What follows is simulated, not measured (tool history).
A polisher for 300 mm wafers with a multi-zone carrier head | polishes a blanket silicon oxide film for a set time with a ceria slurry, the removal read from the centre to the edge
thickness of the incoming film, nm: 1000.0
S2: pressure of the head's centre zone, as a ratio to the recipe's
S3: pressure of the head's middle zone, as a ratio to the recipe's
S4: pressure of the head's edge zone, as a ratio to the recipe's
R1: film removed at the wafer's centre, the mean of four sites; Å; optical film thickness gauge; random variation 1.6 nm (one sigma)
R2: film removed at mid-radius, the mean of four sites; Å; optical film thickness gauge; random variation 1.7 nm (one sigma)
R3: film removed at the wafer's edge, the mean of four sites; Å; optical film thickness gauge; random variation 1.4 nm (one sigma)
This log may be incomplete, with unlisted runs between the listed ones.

run 1 hour=0 | flow_of_slurry_(ml/min)=305 S2=1 S3=1 S4=1 polishing_time_(s)=59 | R1=2199.8 R2=2175.3 R3=2189.9
run 2 hour=3.7 | flow_of_slurry_(ml/min)=340 S2=1 S3=1 S4=1 polishing_time_(s)=59 | R1=2238.2 R2=2201.8 R3=2132.3
run 3 hour=12 | flow_of_slurry_(ml/min)=340 S2=1 S3=1.04 S4=1 polishing_time_(s)=59 | R1=2199.1 R2=2284.6 R3=2156.4
run 4 hour=21 | flow_of_slurry_(ml/min)=340 S2=0.97 S3=1.03 S4=0.99 polishing_time_(s)=54 | R1=1963 R2=2074.7 R3=1975.1
run 5 hour=28 | flow_of_slurry_(ml/min)=345 S2=0.95 S3=1.03 S4=0.98 polishing_time_(s)=50 | R1=1772.1 R2=1968.5 R3=1817.5
run 6 hour=33.9 | flow_of_slurry_(ml/min)=270 S2=0.95 S3=1.03 S4=0.98 polishing_time_(s)=50 | R1=1680.5 R2=1880.7 R3=1776.6
run 7 hour=36.9 | flow_of_slurry_(ml/min)=270 S2=0.94 S3=1.01 S4=0.96 polishing_time_(s)=48 | R1=1631.8 R2=1773.6 R3=1684.8
run 8 hour=39.8 | flow_of_slurry_(ml/min)=260 S2=0.92 S3=1 S4=0.94 polishing_time_(s)=47 | R1=1549.8 R2=1706.9 R3=1659
run 9 hour=42.7 | flow_of_slurry_(ml/min)=260 S2=0.91 S3=1 S4=0.93 polishing_time_(s)=45 | R1=1475.4 R2=1646.6 R3=1550.4
run 10 hour=47.1 | flow_of_slurry_(ml/min)=255 S2=0.89 S3=0.99 S4=0.91 polishing_time_(s)=44 | R1=1436.3 R2=1601.4 R3=1529.8
run 11 hour=55.9 | flow_of_slurry_(ml/min)=255 S2=0.86 S3=1 S4=0.89 polishing_time_(s)=36 | R1=1111.6 R2=1323.7 R3=1238.9
run 12 hour=57.5 | flow_of_slurry_(ml/min)=255 S2=0.86 S3=1 S4=0.89 polishing_time_(s)=36 | R1=1082.4 R2=1316 R3=1248.3

Run 13, settings as shown, results not yet in. Your forecast:
run 13 hour=65.8 | flow_of_slurry_(ml/min)=255 S2=0.88 S3=1.01 S4=0.9 polishing_time_(s)=36 | R1=? R2=? R3=?

{"run 13": {"R1": 1154.5, "R2": 1342.2, "R3": 1249.4}}

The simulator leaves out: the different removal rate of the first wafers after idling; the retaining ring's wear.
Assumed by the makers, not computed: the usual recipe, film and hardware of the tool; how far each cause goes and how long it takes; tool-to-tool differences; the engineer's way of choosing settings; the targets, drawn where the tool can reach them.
